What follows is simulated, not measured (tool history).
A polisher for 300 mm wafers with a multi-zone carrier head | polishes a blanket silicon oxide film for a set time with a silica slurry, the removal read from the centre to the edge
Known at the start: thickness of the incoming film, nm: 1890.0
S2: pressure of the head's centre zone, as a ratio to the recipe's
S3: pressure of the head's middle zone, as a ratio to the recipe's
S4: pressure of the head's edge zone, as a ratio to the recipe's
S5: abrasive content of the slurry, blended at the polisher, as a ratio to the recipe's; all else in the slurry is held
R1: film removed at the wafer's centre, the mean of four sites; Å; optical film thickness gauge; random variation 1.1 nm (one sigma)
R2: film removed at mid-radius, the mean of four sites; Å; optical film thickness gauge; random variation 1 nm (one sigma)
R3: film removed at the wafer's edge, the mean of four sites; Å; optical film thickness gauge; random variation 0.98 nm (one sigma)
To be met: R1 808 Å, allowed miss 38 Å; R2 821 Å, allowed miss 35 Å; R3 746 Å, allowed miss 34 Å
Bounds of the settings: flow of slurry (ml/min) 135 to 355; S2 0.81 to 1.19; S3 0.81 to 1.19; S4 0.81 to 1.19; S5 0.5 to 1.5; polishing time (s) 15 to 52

{"run": 1, "hour": 0.0, "flow of slurry (ml/min)": 225, "S2": 1, "S3": 1, "S4": 1, "S5": 1, "polishing time (s)": 33, "R1": 1175.9, "R2": 1185.7, "R3": 1193.7}
{"run": 2, "hour": 8.4, "flow of slurry (ml/min)": 225, "S2": 0.96, "S3": 1, "S4": 1, "S5": 1, "polishing time (s)": 33, "R1": 1108.5, "R2": 1171.7, "R3": 1200}
{"run": 3, "hour": 11.9, "flow of slurry (ml/min)": 225, "S2": 0.97, "S3": 1.01, "S4": 0.98, "S5": 0.9, "polishing time (s)": 32, "R1": 1077.8, "R2": 1105.1, "R3": 1113.5}
{"run": 4, "hour": 13.7, "flow of slurry (ml/min)": 225, "S2": 0.97, "S3": 1.01, "S4": 0.98, "S5": 0.9, "polishing time (s)": 29, "R1": 961.04, "R2": 1015.4, "R3": 1035.1}
{"run": 5, "hour": 17.7, "flow of slurry (ml/min)": 225, "S2": 0.97, "S3": 0.97, "S4": 0.98, "S5": 0.9, "polishing time (s)": 29, "R1": 940.16, "R2": 1004.1, "R3": 998.88}
{"run": 6, "hour": 21.4, "flow of slurry (ml/min)": 225, "S2": 0.98, "S3": 0.95, "S4": 0.96, "S5": 0.85, "polishing time (s)": 29, "R1": 971.92, "R2": 947.9, "R3": 996.09}
{"run": 7, "hour": 29.3, "flow of slurry (ml/min)": 230, "S2": 0.99, "S3": 0.99, "S4": 0.94, "S5": 0.8, "polishing time (s)": 28, "R1": 901.07, "R2": 908.43, "R3": 915.06}
{"run": 8, "hour": 36.5, "flow of slurry (ml/min)": 235, "S2": 1, "S3": 1.01, "S4": 0.92, "S5": 0.75, "polishing time (s)": 28, "R1": 894.49, "R2": 899.84, "R3": 892.31}
{"run": 9, "hour": 43.6, "flow of slurry (ml/min)": 235, "S2": 1.01, "S3": 1.03, "S4": 0.9, "S5": 0.7, "polishing time (s)": 28, "R1": 888.2, "R2": 916.25, "R3": 831.98}
{"run": 10, "hour": 51.8, "flow of slurry (ml/min)": 235, "S2": 1.01, "S3": 1.03, "S4": 0.9, "S5": 0.7, "polishing time (s)": 28, "R1": 881.92, "R2": 896.95, "R3": 828.52}
{"run": 11, "hour": 52.8, "flow of slurry (ml/min)": 235, "S2": 1.01, "S3": 1.03, "S4": 0.89, "S5": 0.7, "polishing time (s)": 28, "R1": 889.65, "R2": 892.67, "R3": 831.99}
{"run": 12, "hour": 59.4, "flow of slurry (ml/min)": 235, "S2": 1, "S3": 1.03, "S4": 0.88, "S5": 0.7, "polishing time (s)": 28, "R1": 876.49, "R2": 923.26, "R3": 825.67}
{"hour": 66.3, "done": "slurry nozzle cleaned"}
{"run": 13, "hour": 66.3, "flow of slurry (ml/min)": 235, "S2": 1, "S3": 1.02, "S4": 0.88, "S5": 0.65, "polishing time (s)": 28, "R1": 924.33, "R2": 919.9, "R3": 871.01}
{"run": 14, "hour": 70.3, "flow of slurry (ml/min)": 235, "S2": 1.01, "S3": 1.03, "S4": 0.89, "S5": 0.65, "polishing time (s)": 28, "R1": 925.94, "R2": 932.1, "R3": 861.69}
{"run": 15, "hour": 73.4, "flow of slurry (ml/min)": 235, "S2": 1.01, "S3": 1.02, "S4": 0.88, "S5": 0.7, "polishing time (s)": 28, "R1": 943.75, "R2": 944.26, "R3": 895.87}
{"run": 16, "hour": 75.1, "flow of slurry (ml/min)": 235, "S2": 1.01, "S3": 1.03, "S4": 0.9, "S5": 0.7, "polishing time (s)": 28, "R1": 946.06, "R2": 945.58, "R3": 898.62}
{"run": 17, "hour": 83.4, "flow of slurry (ml/min)": 235, "S2": 1, "S3": 1.02, "S4": 0.88, "S5": 0.65, "polishing time (s)": 28, "R1": 938.39, "R2": 922.68, "R3": 852.43}
{"run": 18, "hour": 84.9, "flow of slurry (ml/min)": 235, "S2": 1.01, "S3": 1.03, "S4": 0.89, "S5": 0.65, "polishing time (s)": 28, "R1": 909.65, "R2": 911.68, "R3": 840.89}

Which of these 5 next moves meets every target?
{"run": "A", "hour": 86.4, "flow of slurry (ml/min)": 205, "S2": 0.93, "S3": 1.09, "S4": 0.96, "S5": 0.8, "polishing time (s)": 22, "R1": "?", "R2": "?", "R3": "?"}
{"run": "B", "hour": 86.4, "flow of slurry (ml/min)": 300, "S2": 0.96, "S3": 0.98, "S4": 0.82, "S5": 0.5, "polishing time (s)": 28, "R1": "?", "R2": "?", "R3": "?"}
{"run": "C", "hour": 86.4, "flow of slurry (ml/min)": 255, "S2": 0.86, "S3": 1.06, "S4": 0.97, "S5": 0.9, "polishing time (s)": 23, "R1": "?", "R2": "?", "R3": "?"}
{"run": "D", "hour": 86.4, "flow of slurry (ml/min)": 230, "S2": 0.92, "S3": 0.92, "S4": 1.05, "S5": 0.8, "polishing time (s)": 23, "R1": "?", "R2": "?", "R3": "?"}
{"run": "E", "hour": 86.4, "flow of slurry (ml/min)": 230, "S2": 0.99, "S3": 1.01, "S4": 0.99, "S5": 0.75, "polishing time (s)": 22, "R1": "?", "R2": "?", "R3": "?"}

move=A R1=732.61 R2=806.19 R3=763.43
move=B R1=837.03 R2=811.51 R3=774.5
move=C R1=766.39 R2=888.68 R3=859.52
move=D R1=771.02 R2=742.77 R3=845.94
move=E R1=774.33 R2=748.58 R3=765.33
A: brings the result that was furthest off to its target, and leaves another outside
B: meets every target
C: further off than the last run
D: further off than the last run
E: brings the result that was furthest off to its target, and leaves another outside
Answer: B
